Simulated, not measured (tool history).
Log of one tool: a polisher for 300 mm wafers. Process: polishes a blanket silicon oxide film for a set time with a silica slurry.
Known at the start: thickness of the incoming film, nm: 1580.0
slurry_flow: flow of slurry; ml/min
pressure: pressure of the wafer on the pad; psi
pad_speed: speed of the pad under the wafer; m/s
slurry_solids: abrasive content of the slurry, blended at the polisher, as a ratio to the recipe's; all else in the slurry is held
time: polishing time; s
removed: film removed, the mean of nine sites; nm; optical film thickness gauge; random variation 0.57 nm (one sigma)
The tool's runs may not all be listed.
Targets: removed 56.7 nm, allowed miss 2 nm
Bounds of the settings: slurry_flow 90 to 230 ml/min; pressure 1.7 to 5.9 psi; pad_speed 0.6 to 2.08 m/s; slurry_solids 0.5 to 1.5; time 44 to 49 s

run 1 hour=0 | slurry_flow=150 pressure=3.8 pad_speed=1.34 slurry_solids=1 time=49 | removed=149.88
run 2 hour=2.4 | slurry_flow=150 pressure=3.8 pad_speed=1.34 slurry_solids=1 time=44 | removed=135.86
run 3 hour=3.2 | slurry_flow=150 pressure=3 pad_speed=1.34 slurry_solids=1 time=44 | removed=109.9
run 4 hour=4.1 | slurry_flow=150 pressure=2.8 pad_speed=1.26 slurry_solids=1 time=44 | removed=97.333
run 5 hour=8.7 | slurry_flow=150 pressure=2.8 pad_speed=1.54 slurry_solids=1 time=44 | removed=112.37
run 6 hour=15.1 | slurry_flow=145 pressure=2.6 pad_speed=1.42 slurry_solids=1 time=44 | removed=97.793
run 7 hour=17.7 | slurry_flow=140 pressure=2.4 pad_speed=1.36 slurry_solids=1 time=44 | removed=88.932
run 8 hour=24.3 | slurry_flow=125 pressure=1.7 pad_speed=1 slurry_solids=0.95 time=44 | removed=48.648

4 next moves are on the table. One of them brings every result within its allowed miss. Which?
run A hour=30.9 | slurry_flow=130 pressure=1.7 pad_speed=1.04 slurry_solids=0.8 time=48 | removed=?
run B hour=30.9 | slurry_flow=140 pressure=2 pad_speed=1.04 slurry_solids=0.8 time=44 | removed=?
run C hour=30.9 | slurry_flow=100 pressure=1.9 pad_speed=0.86 slurry_solids=1.15 time=49 | removed=?
run D hour=30.9 | slurry_flow=135 pressure=1.7 pad_speed=1.02 slurry_solids=0.95 time=45 | removed=?

move=A removed=47.792
move=B removed=51.139
move=C removed=55.204
move=D removed=50.61
A: further off than the last run
B: nearer than the last run, and not there yet
C: meets every target
D: nearer than the last run, and not there yet
Move C is the one to make.
